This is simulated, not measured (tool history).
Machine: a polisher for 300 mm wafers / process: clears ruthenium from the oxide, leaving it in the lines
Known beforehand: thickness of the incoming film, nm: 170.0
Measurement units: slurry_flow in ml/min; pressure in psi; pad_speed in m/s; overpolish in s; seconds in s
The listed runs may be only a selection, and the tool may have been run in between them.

run 1 hour=0.0 | slurry_flow=260 pressure=2.1 pad_speed=0.88 overpolish=5 | seconds=195.26
run 2 hour=3.5 | slurry_flow=260 pressure=1.9 pad_speed=0.88 overpolish=5 | seconds=212.59
run 3 hour=6.0 | slurry_flow=260 pressure=1.4 pad_speed=0.88 overpolish=5 | seconds=285.25
run 4 hour=9.3 | slurry_flow=260 pressure=1.8 pad_speed=0.88 overpolish=5 | seconds=223.13
run 5 hour=15.7 | slurry_flow=260 pressure=2.0 pad_speed=0.88 overpolish=5 | seconds=206.39
run 6 hour=21.3 | slurry_flow=260 pressure=2.0 pad_speed=0.88 overpolish=5 | seconds=199.54
run 7 hour=28.6 | slurry_flow=260 pressure=2.0 pad_speed=0.88 overpolish=5 | seconds=201.16

Predict the results of run 8:
run 8 hour=30.8 | slurry_flow=260 pressure=2.2 pad_speed=0.88 overpolish=5 | seconds=?

seconds: 185.81 s

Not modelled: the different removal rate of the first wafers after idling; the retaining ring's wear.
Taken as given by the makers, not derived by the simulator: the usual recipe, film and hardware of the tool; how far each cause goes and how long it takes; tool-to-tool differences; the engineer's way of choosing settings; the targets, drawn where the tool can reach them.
